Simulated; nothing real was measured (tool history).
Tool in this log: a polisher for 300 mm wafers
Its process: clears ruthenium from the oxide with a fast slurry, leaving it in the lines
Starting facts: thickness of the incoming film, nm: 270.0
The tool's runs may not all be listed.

run	day	flow of slurry (ml/min)	pressure of the wafer on the pad (kPa)	speed of the pad under the wafer (m/s)	abrasive content of the slurry	overpolish time after the end point (s)	time until the end point was called (s)	dishing of a wide line in a test structure (nm)
1	0	310	15.9	0.78	1	10	90.148	22.355
2	0.217	310	15.9	0.78	1	13	90.688	28.315
3	0.438	310	15.9	0.78	1.2	13	85.854	28.915
4	0.733	310	15.9	0.78	1.2	16	81.366	34.558
5	0.933	345	15.9	0.78	1.2	16	84.732	35.405
6	0.983	390	15.9	0.78	1.2	16	82.439	35.738
7	1.05	390	13.1	0.78	1.2	16	101.27	31.134
8	1.429	390	11.7	0.78	1.2	16	113.04	28.282

What will run 9 give?
9	1.638	390	10.3	0.78	1.2	16	?	?

Run 9 came out at time until the end point was called (s) 126.91, dishing of a wide line in a test structure (nm) 25.277.
